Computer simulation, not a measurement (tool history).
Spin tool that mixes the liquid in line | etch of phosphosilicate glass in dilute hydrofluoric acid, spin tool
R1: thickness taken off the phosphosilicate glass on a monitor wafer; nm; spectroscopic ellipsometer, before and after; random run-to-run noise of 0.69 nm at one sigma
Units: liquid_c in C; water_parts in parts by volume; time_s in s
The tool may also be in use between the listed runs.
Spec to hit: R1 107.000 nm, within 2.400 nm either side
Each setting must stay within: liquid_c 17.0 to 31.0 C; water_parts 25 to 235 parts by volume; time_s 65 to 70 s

Run 1, hour 0.0: liquid_c 23.0 C, water_parts 130 parts by volume, time_s 65 s. Result: R1 64.649 nm.
Run 2, hour 1.5: liquid_c 23.0 C, water_parts 130 parts by volume, time_s 65 s. Result: R1 63.278 nm.
Run 3, hour 2.8: liquid_c 24.5 C, water_parts 125 parts by volume, time_s 65 s. Result: R1 70.905 nm.
Run 4, hour 9.3: liquid_c 25.5 C, water_parts 120 parts by volume, time_s 65 s. Result: R1 77.709 nm.
Run 5, hour 14.8: liquid_c 25.5 C, water_parts 165 parts by volume, time_s 65 s. Result: R1 53.190 nm.
Run 6, hour 18.9: liquid_c 23.0 C, water_parts 165 parts by volume, time_s 65 s. Result: R1 48.644 nm.
Run 7, hour 27.8: liquid_c 24.5 C, water_parts 155 parts by volume, time_s 65 s. Result: R1 55.658 nm.
Run 8, hour 28.8: liquid_c 25.5 C, water_parts 145 parts by volume, time_s 65 s. Result: R1 61.751 nm.
Run 9, hour 33.6: liquid_c 26.5 C, water_parts 135 parts by volume, time_s 65 s. Result: R1 71.005 nm.
Run 10, hour 40.2: liquid_c 26.5 C, water_parts 135 parts by volume, time_s 65 s. Result: R1 70.216 nm.
Run 11, hour 45.3: liquid_c 27.0 C, water_parts 130 parts by volume, time_s 65 s. Result: R1 74.508 nm.
Run 12, hour 50.4: liquid_c 31.0 C, water_parts 100 parts by volume, time_s 65 s. Result: R1 117.630 nm.
Run 13, hour 52.3: liquid_c 30.5 C, water_parts 100 parts by volume, time_s 65 s. Result: R1 114.870 nm.
Run 14, hour 58.1: liquid_c 30.0 C, water_parts 100 parts by volume, time_s 65 s. Result: R1 113.140 nm.

Which single option among these 5 for the next run brings every result within its allowed miss of target? Just one does.
Run A, hour 63.9: liquid_c 25.0 C, water_parts 95 parts by volume, time_s 70 s. Result: R1 ?.
Run B, hour 63.9: liquid_c 30.5 C, water_parts 100 parts by volume, time_s 70 s. Result: R1 ?.
Run C, hour 63.9: liquid_c 24.0 C, water_parts 90 parts by volume, time_s 65 s. Result: R1 ?.
Run D, hour 63.9: liquid_c 30.0 C, water_parts 110 parts by volume, time_s 65 s. Result: R1 ?.
Run E, hour 63.9: liquid_c 29.5 C, water_parts 110 parts by volume, time_s 65 s. Result: R1 ?.

move       R1
   A  105.680
   B  123.140
   C  100.180
   D  100.600
   E   98.748
A: all results in spec
B: the biggest miss grows against the last run
C: carries the result that was furthest off beyond its target, to the other side
D: carries the result that was furthest off beyond its target, to the other side
E: carries the result that was furthest off beyond its target, to the other side
The move that meets every target is A.

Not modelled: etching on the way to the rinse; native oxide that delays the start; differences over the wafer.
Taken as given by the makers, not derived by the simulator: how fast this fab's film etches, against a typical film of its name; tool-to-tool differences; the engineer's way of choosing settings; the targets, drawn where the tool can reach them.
